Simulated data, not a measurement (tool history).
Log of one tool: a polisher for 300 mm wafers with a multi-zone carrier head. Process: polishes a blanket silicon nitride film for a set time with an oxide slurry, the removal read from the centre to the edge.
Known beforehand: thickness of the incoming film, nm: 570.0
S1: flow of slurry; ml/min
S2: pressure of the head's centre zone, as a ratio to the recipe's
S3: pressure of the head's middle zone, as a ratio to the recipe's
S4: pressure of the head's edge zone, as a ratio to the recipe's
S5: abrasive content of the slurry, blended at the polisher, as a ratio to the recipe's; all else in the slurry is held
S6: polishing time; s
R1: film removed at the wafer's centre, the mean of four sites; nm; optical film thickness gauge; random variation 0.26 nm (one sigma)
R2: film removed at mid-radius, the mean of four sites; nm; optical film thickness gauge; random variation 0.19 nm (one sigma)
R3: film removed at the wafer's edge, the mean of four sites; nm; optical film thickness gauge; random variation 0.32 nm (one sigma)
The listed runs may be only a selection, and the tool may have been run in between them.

| run | day | S1 | S2 | S3 | S4 | S5 | S6 | R1 | R2 | R3 |
|---|---|---|---|---|---|---|---|---|---|---|
| 1 | 0 | 215 | 1 | 1 | 1 | 1 | 59 | 33.69 | 35.206 | 33.91 |
| 2 | 0.125 | 215 | 1 | 1 | 0.96 | 1 | 59 | 34.087 | 35.942 | 33.418 |
| 3 | 0.479 | 205 | 0.99 | 0.97 | 0.96 | 1 | 59 | 33.343 | 34.378 | 33.327 |
| 4 | 0.508 | 200 | 0.98 | 0.95 | 0.96 | 1 | 59 | 33.273 | 33.492 | 34.167 |
| 5 | 0.842 | 200 | 0.98 | 0.95 | 0.96 | 0.95 | 59 | 32.513 | 32.646 | 32.019 |
| 6 | 1.175 | 195 | 0.97 | 0.94 | 0.97 | 0.95 | 59 | 31.962 | 32.833 | 32.979 |
| 7 | 1.2 | 190 | 0.96 | 0.92 | 0.97 | 0.95 | 59 | 31.29 | 31.773 | 32.814 |

Estimate the outcome of run 8 from the log above:
| 8 | 1.404 | 185 | 0.96 | 0.91 | 0.97 | 0.95 | 59 | ? | ? | ? |

Run 8 yielded R1 30.995 nm, R2 31.319 nm, R3 32.874 nm.

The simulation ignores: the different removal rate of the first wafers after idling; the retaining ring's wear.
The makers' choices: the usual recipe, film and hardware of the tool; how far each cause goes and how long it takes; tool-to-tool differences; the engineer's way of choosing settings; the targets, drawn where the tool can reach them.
